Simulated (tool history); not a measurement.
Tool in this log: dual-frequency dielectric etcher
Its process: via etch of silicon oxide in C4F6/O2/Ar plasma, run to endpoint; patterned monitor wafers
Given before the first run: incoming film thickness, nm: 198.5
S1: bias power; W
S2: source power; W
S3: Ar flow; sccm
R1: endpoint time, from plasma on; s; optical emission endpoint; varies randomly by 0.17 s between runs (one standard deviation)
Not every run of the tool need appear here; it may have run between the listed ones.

run 1 hour=0.0 | S1=596 S2=400 S3=321 | R1=45.863
run 2 hour=1.1 | S1=610 S2=400 S3=321 | R1=45.654
run 3 hour=3.3 | S1=624 S2=400 S3=321 | R1=44.570
run 4 hour=8.3 | S1=544 S2=400 S3=321 | R1=47.895
run 5 hour=15.8 | S1=544 S2=400 S3=353 | R1=48.743
run 6 hour=24.5 | S1=544 S2=450 S3=353 | R1=45.976

Run 7, settings as shown, results not yet in. Your forecast:
run 7 hour=29.8 | S1=556 S2=450 S3=353 | R1=?

For run 7 the tool returned R1 46.365 s.
